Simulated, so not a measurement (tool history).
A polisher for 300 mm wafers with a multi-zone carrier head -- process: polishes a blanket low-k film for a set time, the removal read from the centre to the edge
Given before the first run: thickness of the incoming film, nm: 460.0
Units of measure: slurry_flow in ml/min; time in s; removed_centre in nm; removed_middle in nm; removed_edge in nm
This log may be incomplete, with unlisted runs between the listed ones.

{"run": 1, "hour": 0.0, "slurry_flow": 190, "centre_zone": 1, "middle_zone": 1, "edge_zone": 1, "slurry_solids": 1, "time": 79, "removed_centre": 43.823, "removed_middle": 42.576, "removed_edge": 42.281}
{"run": 2, "hour": 2.9, "slurry_flow": 190, "centre_zone": 1.05, "middle_zone": 1, "edge_zone": 1, "slurry_solids": 1, "time": 79, "removed_centre": 44.843, "removed_middle": 41.954, "removed_edge": 42.936}
{"run": 3, "hour": 3.8, "slurry_flow": 190, "centre_zone": 1.05, "middle_zone": 1, "edge_zone": 0.95, "slurry_solids": 1, "time": 79, "removed_centre": 45.04, "removed_middle": 42.701, "removed_edge": 41.383}
{"run": 4, "hour": 6.2, "slurry_flow": 190, "centre_zone": 1.05, "middle_zone": 1, "edge_zone": 0.88, "slurry_solids": 1, "time": 79, "removed_centre": 45.471, "removed_middle": 42.978, "removed_edge": 40.622}
{"run": 5, "hour": 7.6, "slurry_flow": 190, "centre_zone": 1.01, "middle_zone": 1, "edge_zone": 0.88, "slurry_solids": 1, "time": 79, "removed_centre": 43.629, "removed_middle": 41.873, "removed_edge": 39.413}
{"run": 6, "hour": 13.5, "slurry_flow": 200, "centre_zone": 1.06, "middle_zone": 1.04, "edge_zone": 0.95, "slurry_solids": 1.15, "time": 80, "removed_centre": 51.482, "removed_middle": 49.342, "removed_edge": 45.96}

For run 7, what comes out?
{"run": 7, "hour": 19.7, "slurry_flow": 235, "centre_zone": 1.13, "middle_zone": 1.14, "edge_zone": 1.05, "slurry_solids": 1.4, "time": 81, "removed_centre": "?", "removed_middle": "?", "removed_edge": "?"}

removed_centre: 62.581 nm
removed_middle: 61.393 nm
removed_edge: 55.055 nm
